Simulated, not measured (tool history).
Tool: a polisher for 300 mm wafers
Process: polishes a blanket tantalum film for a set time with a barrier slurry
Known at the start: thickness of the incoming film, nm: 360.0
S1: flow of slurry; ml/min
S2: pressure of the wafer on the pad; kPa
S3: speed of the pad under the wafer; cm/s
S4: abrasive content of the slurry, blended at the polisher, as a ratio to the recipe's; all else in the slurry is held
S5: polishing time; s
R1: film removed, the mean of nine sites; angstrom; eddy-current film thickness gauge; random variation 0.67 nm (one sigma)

run  hour   S1    S2   S3   S4  S5       R1
  1   0.0  260  15.9  106  1.0  85  1477.20
  2   8.8  260  15.9  106  1.0  89  1562.70
  3  16.0  300  15.9  106  1.0  89  1539.30
  4  18.2  345  15.9  106  1.0  89  1593.20
  5  25.4  345  15.9  106  0.8  89  1519.80
  6  29.4  345  12.4  106  0.8  89  1218.30
  7  34.1  345  11.0   96  0.8  89   960.61
  8  38.0  345  10.3   92  0.8  89   877.09
  9  39.4  345   9.7   90  0.8  89   798.10
 10  40.8  345   9.0   88  0.8  89   731.70
 11  47.3  345   8.3   88  0.8  89   679.51
 12  48.8  340   8.3   88  0.8  89   666.95

Run 13 comes next. What will it give?
 13  57.0  330  8.3  88  0.8  89   ?

R1: 657.15 angstrom
